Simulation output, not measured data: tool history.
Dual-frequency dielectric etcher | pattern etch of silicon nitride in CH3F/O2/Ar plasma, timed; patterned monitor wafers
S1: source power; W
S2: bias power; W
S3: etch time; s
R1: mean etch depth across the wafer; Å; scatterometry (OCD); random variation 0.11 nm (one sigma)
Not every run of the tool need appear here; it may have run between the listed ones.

| run | hour | S1 | S2 | S3 | R1 |
|---|---|---|---|---|---|
| 1 | 0.0 | 310 | 68 | 30.5 | 204.38 |
| 2 | 1.7 | 340 | 68 | 30.5 | 210.85 |
| 3 | 7.4 | 340 | 60 | 30.5 | 202.76 |
| 4 | 10.1 | 340 | 60 | 30.5 | 207.33 |
| 5 | 15.3 | 320 | 58 | 30.0 | 193.96 |
| 6 | 21.4 | 370 | 58 | 30.0 | 204.87 |
| 7 | 25.2 | 350 | 56 | 30.0 | 202.29 |

What will run 8 give?
| 8 | 30.8 | 330 | 54 | 30.0 | ? |

R1: 192.62 Å
